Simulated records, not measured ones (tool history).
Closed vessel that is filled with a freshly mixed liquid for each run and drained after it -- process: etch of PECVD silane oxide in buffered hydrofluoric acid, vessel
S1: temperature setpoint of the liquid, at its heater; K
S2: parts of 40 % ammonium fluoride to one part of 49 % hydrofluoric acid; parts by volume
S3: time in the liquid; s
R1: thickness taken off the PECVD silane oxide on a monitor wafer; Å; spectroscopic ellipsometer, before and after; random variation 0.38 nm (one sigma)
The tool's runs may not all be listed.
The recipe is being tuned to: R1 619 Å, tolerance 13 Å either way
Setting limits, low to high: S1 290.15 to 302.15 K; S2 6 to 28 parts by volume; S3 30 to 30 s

| run | day | S1 | S2 | S3 | R1 |
|---|---|---|---|---|---|
| 1 | 0 | 294.15 | 17 | 30 | 363.2 |
| 2 | 0.142 | 294.15 | 20 | 30 | 307.25 |
| 3 | 0.296 | 294.15 | 16 | 30 | 382.99 |
| 4 | 0.371 | 294.15 | 16 | 30 | 384.65 |
| 5 | 0.604 | 294.15 | 16 | 30 | 387.11 |
| 6 | 0.779 | 295.65 | 16 | 30 | 420.52 |
| 7 | 1.004 | 296.65 | 16 | 30 | 442.32 |
| 8 | 1.146 | 296.65 | 16 | 30 | 439.06 |
| 9 | 1.267 | 297.65 | 16 | 30 | 469.27 |
| 10 | 1.512 | 298.15 | 16 | 30 | 478.02 |
| 11 | 1.575 | 298.65 | 16 | 30 | 492.6 |
| 12 | 1.858 | 298.65 | 16 | 30 | 485.33 |
| 13 | 1.954 | 298.65 | 16 | 30 | 490.05 |
| 14 | 2.112 | 299.15 | 16 | 30 | 509.24 |
| 15 | 2.271 | 299.65 | 16 | 30 | 515.04 |
| 16 | 2.354 | 300.15 | 16 | 30 | 532.67 |

5 candidate next runs follow, results not yet known. Just one meets every target within its allowed miss. Identify it.
| A | 2.438 | 300.65 | 15 | 30 | ? |
| B | 2.438 | 301.15 | 15.5 | 30 | ? |
| C | 2.438 | 302.15 | 16 | 30 | ? |
| D | 2.438 | 301.65 | 15.5 | 30 | ? |
| E | 2.438 | 295.15 | 10.5 | 30 | ? |

| move | R1 |
|---|---|
| A | 586.78 |
| B | 583.55 |
| C | 596.49 |
| D | 599.28 |
| E | 616.94 |
A: nearer the targets than the last run, but a result is still out of spec
B: nearer the targets than the last run, but a result is still out of spec
C: nearer the targets than the last run, but a result is still out of spec
D: nearer the targets than the last run, but a result is still out of spec
E: each result inside its tolerance
Move E is the one to make.
